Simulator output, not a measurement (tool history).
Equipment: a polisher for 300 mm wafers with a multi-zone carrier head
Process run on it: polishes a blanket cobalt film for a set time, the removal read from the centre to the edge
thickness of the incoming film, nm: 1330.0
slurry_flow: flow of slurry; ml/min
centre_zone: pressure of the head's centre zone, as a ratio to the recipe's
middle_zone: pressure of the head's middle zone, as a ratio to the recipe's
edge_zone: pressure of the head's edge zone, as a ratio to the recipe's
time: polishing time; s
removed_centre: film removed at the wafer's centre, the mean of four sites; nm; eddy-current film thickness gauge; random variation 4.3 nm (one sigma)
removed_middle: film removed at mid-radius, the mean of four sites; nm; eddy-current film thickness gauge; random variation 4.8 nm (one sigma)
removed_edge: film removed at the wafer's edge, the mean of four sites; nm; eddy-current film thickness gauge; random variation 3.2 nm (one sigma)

{"run": 1, "day": 0.0, "slurry_flow": 265, "centre_zone": 1.0, "middle_zone": 1.0, "edge_zone": 1.0, "time": 59, "removed_centre": 321.56, "removed_middle": 331.82, "removed_edge": 323.74}
{"run": 2, "day": 0.1, "slurry_flow": 275, "centre_zone": 1.05, "middle_zone": 0.99, "edge_zone": 1.04, "time": 60, "removed_centre": 344.05, "removed_middle": 323.12, "removed_edge": 339.89}
{"run": 3, "day": 0.479, "slurry_flow": 285, "centre_zone": 1.09, "middle_zone": 1.01, "edge_zone": 1.05, "time": 61, "removed_centre": 366.55, "removed_middle": 343.79, "removed_edge": 345.68}
{"run": 4, "day": 0.846, "slurry_flow": 215, "centre_zone": 1.09, "middle_zone": 1.01, "edge_zone": 1.05, "time": 61, "removed_centre": 347.33, "removed_middle": 339.81, "removed_edge": 336.5}
{"run": 5, "day": 0.925, "slurry_flow": 245, "centre_zone": 1.12, "middle_zone": 1.01, "edge_zone": 1.07, "time": 62, "removed_centre": 382.08, "removed_middle": 342.54, "removed_edge": 348.72}
{"run": 6, "day": 1.092, "slurry_flow": 265, "centre_zone": 1.13, "middle_zone": 1.01, "edge_zone": 1.09, "time": 62, "removed_centre": 390.89, "removed_middle": 339.04, "removed_edge": 349.37}
{"run": 7, "day": 1.3, "slurry_flow": 275, "centre_zone": 1.13, "middle_zone": 1.01, "edge_zone": 1.1, "time": 63, "removed_centre": 394.47, "removed_middle": 354.83, "removed_edge": 362.29}

Expected results for the next run?
{"run": 8, "day": 1.542, "slurry_flow": 285, "centre_zone": 1.14, "middle_zone": 1.0, "edge_zone": 1.11, "time": 63, "removed_centre": "?", "removed_middle": "?", "removed_edge": "?"}

Run 8 came out at removed_centre 397.25 nm, removed_middle 355.82 nm, removed_edge 363.92 nm.
